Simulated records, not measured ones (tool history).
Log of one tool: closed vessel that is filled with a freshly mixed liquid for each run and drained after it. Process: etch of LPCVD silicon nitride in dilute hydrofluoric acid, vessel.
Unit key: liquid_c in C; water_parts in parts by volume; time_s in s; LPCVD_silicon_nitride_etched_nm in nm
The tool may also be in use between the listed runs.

| run | day | liquid_c | water_parts | time_s | LPCVD_silicon_nitride_etched_nm |
|---|---|---|---|---|---|
| 1 | 0.000 | 21.0 | 55 | 675 | 6.1599 |
| 2 | 0.262 | 22.0 | 55 | 675 | 6.5385 |
| 3 | 0.642 | 22.0 | 70 | 675 | 5.1645 |
| 4 | 0.992 | 23.5 | 70 | 675 | 5.7197 |
| 5 | 1.204 | 24.5 | 70 | 675 | 6.1662 |
| 6 | 1.550 | 26.0 | 70 | 675 | 6.7895 |

Predict the results of run 7:
| 7 | 1.925 | 26.5 | 70 | 675 | ? |

Run 7 gave LPCVD_silicon_nitride_etched_nm 6.9271 nm.
